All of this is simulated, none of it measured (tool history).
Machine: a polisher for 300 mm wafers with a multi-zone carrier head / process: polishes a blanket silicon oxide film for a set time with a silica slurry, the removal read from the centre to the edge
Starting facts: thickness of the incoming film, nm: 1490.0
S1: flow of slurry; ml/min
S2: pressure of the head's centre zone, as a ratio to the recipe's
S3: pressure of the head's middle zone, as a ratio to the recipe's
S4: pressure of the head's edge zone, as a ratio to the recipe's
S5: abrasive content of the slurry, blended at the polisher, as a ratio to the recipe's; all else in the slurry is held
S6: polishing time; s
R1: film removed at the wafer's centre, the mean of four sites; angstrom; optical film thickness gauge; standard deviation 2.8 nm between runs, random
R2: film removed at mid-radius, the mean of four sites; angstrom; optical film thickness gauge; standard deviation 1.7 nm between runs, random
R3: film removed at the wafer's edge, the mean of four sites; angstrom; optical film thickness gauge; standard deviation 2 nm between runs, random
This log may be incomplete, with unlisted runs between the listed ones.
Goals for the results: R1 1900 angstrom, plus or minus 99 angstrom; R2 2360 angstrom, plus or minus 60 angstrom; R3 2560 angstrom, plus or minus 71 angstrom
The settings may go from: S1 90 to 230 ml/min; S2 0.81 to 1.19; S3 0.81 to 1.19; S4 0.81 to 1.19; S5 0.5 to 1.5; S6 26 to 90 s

| run | day | S1 | S2 | S3 | S4 | S5 | S6 | R1 | R2 | R3 |
|---|---|---|---|---|---|---|---|---|---|---|
| 1 | 0 | 150 | 1 | 1 | 1 | 1 | 58 | 2634.4 | 2643.9 | 2765 |
| 2 | 0.354 | 150 | 0.96 | 1 | 1 | 1 | 58 | 2486.1 | 2649.8 | 2747.3 |
| 3 | 0.679 | 140 | 0.92 | 0.99 | 1 | 1 | 58 | 2343.5 | 2584 | 2679.7 |
| 4 | 0.888 | 140 | 0.92 | 0.99 | 1.04 | 1 | 58 | 2346.3 | 2570.4 | 2764.4 |
| 5 | 1.25 | 140 | 0.92 | 0.99 | 1.04 | 0.9 | 58 | 2279 | 2450.6 | 2603.4 |
| 6 | 1.288 | 130 | 0.89 | 1 | 1.06 | 0.9 | 58 | 2161 | 2411.1 | 2578.6 |
| 7 | 1.471 | 125 | 0.87 | 1.01 | 1.08 | 0.9 | 58 | 2057.5 | 2412.4 | 2563.4 |
| 8 | 1.8 | 125 | 0.87 | 1.01 | 1.08 | 0.9 | 58 | 2040.8 | 2414.1 | 2561.1 |

5 candidate next runs follow, results not yet known. Just one meets every target within its allowed miss. Identify it.
| A | 2.129 | 160 | 0.81 | 1.09 | 1.16 | 1 | 50 | ? | ? | ? |
| B | 2.129 | 170 | 0.92 | 0.99 | 1.02 | 0.9 | 56 | ? | ? | ? |
| C | 2.129 | 140 | 0.95 | 1.05 | 1.07 | 0.8 | 59 | ? | ? | ? |
| D | 2.129 | 160 | 1 | 1.06 | 1.07 | 0.65 | 63 | ? | ? | ? |
| E | 2.129 | 140 | 0.81 | 0.97 | 1.06 | 0.8 | 60 | ? | ? | ? |

| move | R1 | R2 | R3 |
|---|---|---|---|
| A | 1870.9 | 2510 | 2539.5 |
| B | 2300.8 | 2497.4 | 2563.9 |
| C | 2229.7 | 2478.9 | 2514.5 |
| D | 2325.9 | 2462 | 2451.4 |
| E | 1929.6 | 2359.3 | 2548 |
A: brings the result that was furthest off to its target, and leaves another outside
B: its largest miss is bigger than the last run's
C: its largest miss is bigger than the last run's
D: its largest miss is bigger than the last run's
E: all results in spec
Correct choice: E, which meets every target
